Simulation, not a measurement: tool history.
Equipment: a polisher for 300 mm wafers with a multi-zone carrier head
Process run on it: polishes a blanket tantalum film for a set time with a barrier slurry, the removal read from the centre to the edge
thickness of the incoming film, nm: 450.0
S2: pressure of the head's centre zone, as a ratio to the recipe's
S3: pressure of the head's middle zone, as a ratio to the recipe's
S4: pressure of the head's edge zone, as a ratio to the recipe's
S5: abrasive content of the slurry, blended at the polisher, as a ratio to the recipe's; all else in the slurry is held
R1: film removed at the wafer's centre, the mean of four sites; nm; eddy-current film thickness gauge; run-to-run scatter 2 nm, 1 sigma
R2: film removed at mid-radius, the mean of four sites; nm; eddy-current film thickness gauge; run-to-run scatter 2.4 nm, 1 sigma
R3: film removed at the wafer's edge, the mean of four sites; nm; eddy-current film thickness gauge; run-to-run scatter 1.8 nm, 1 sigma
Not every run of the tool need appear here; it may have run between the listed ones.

Run 1, hour 0: flow of slurry (ml/min) 135, S2 1, S3 1, S4 1, S5 1, polishing time (s) 79. Result: R1 112.73 nm, R2 121.34 nm, R3 118.32 nm.
Run 2, hour 2.9: flow of slurry (ml/min) 135, S2 1, S3 1, S4 1, S5 1.05, polishing time (s) 79. Result: R1 118.18 nm, R2 119.28 nm, R3 117.47 nm.
Run 3, hour 4.2: flow of slurry (ml/min) 135, S2 0.98, S3 1, S4 1.02, S5 1.1, polishing time (s) 83. Result: R1 121.11 nm, R2 128.54 nm, R3 126.85 nm.
Run 4, hour 10.6: flow of slurry (ml/min) 135, S2 0.98, S3 1, S4 1.06, S5 1.1, polishing time (s) 83. Result: R1 120.86 nm, R2 128.87 nm, R3 129.95 nm.
Run 5, hour 19.6: flow of slurry (ml/min) 135, S2 0.92, S3 1, S4 1.06, S5 1.1, polishing time (s) 83. Result: R1 117.03 nm, R2 130.36 nm, R3 130.48 nm.
Run 6, hour 25.9: flow of slurry (ml/min) 135, S2 0.88, S3 1, S4 1.06, S5 1.1, polishing time (s) 83. Result: R1 109.94 nm, R2 125.6 nm, R3 128.49 nm.
Run 7, hour 30.5: flow of slurry (ml/min) 135, S2 0.89, S3 0.99, S4 1.07, S5 1.15, polishing time (s) 85. Result: R1 113.92 nm, R2 131.49 nm, R3 137.93 nm.
Run 8, hour 31.2: flow of slurry (ml/min) 140, S2 0.92, S3 0.98, S4 1.08, S5 1.2, polishing time (s) 86. Result: R1 121.71 nm, R2 130.77 nm, R3 140.44 nm.
Run 9, hour 39.9: flow of slurry (ml/min) 140, S2 0.92, S3 0.98, S4 1.08, S5 1.2, polishing time (s) 86. Result: R1 123.07 nm, R2 136.87 nm, R3 139.27 nm.
Run 10, hour 42.2: flow of slurry (ml/min) 135, S2 0.93, S3 0.96, S4 1.09, S5 1.25, polishing time (s) 89. Result: R1 126.2 nm, R2 134.5 nm, R3 148.31 nm.
Run 11, hour 43: flow of slurry (ml/min) 135, S2 0.93, S3 0.96, S4 1.09, S5 1.25, polishing time (s) 89. Result: R1 127.94 nm, R2 140.02 nm, R3 147.82 nm.
Run 12, hour 47.3: flow of slurry (ml/min) 140, S2 0.94, S3 0.95, S4 1.1, S5 1.3, polishing time (s) 90. Result: R1 132.29 nm, R2 140.88 nm, R3 149.75 nm.

Forecast run 13:
Run 13, hour 49: flow of slurry (ml/min) 140, S2 0.95, S3 0.94, S4 1.11, S5 1.35, polishing time (s) 92. Result: R1 ?, R2 ?, R3 ?.

Run 13 gave R1 139.11 nm, R2 144.95 nm, R3 159.72 nm.

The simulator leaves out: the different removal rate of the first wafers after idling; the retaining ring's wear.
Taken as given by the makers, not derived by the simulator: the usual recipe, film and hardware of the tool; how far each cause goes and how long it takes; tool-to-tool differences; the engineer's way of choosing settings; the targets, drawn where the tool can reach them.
